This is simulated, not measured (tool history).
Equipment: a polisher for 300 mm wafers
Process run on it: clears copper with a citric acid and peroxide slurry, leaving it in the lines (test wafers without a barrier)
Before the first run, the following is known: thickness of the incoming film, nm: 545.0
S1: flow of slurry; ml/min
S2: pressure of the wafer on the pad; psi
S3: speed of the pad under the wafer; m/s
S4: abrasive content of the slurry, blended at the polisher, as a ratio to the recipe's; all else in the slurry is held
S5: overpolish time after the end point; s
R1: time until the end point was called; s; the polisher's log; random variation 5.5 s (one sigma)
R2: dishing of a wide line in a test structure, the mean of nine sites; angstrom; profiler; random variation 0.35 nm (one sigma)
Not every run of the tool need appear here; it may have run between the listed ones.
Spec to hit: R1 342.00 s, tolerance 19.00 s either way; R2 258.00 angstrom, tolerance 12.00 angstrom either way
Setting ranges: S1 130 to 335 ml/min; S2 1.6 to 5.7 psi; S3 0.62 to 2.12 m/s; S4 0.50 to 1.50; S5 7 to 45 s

run,day,S1,S2,S3,S4,S5,R1,R2
1,0.000,215,3.6,1.36,1.00,23,191.87,489.82
2,0.046,215,3.1,1.34,1.00,22,231.80,414.45
3,0.150,215,3.1,1.34,0.90,22,232.06,389.33
4,0.300,215,3.1,1.50,0.90,22,212.34,436.67
5,0.438,215,2.8,1.48,0.90,21,231.85,378.75
6,0.504,215,2.8,1.48,0.80,21,242.09,368.08
7,0.817,215,2.5,1.48,0.80,21,268.85,328.08
8,1.071,215,2.3,1.48,0.80,21,294.15,305.47
9,1.196,215,2.2,1.48,0.80,21,299.76,291.54
10,1.383,215,2.1,1.48,0.80,21,307.15,283.64
11,1.612,210,1.7,1.48,0.80,21,380.16,227.06
12,1.688,220,1.7,1.48,0.80,21,397.08,232.31
13,1.754,215,1.8,1.48,0.80,21,373.81,242.80
14,1.783,215,1.8,1.48,0.80,21,371.57,246.44

Exercise: of the 5 proposed moves below, exactly one satisfies all targets within the stated allowed misses. Which move is it?
A,1.812,195,1.7,1.50,0.65,27,?,?
B,1.812,220,2.1,1.58,0.55,17,?,?
C,1.812,245,1.8,1.46,0.80,26,?,?
D,1.812,185,1.7,1.58,0.65,27,?,?
E,1.812,235,1.9,1.50,0.85,20,?,?

move,R1,R2
A,416.39,279.11
B,331.43,227.12
C,374.33,297.63
D,399.38,289.70
E,343.39,254.41
A: its largest miss is bigger than the last run's
B: corrects the largest miss of the last run, while another result sits out of spec
C: its largest miss is bigger than the last run's
D: its largest miss is bigger than the last run's
E: in spec on every target
Correct choice: E, which meets every target
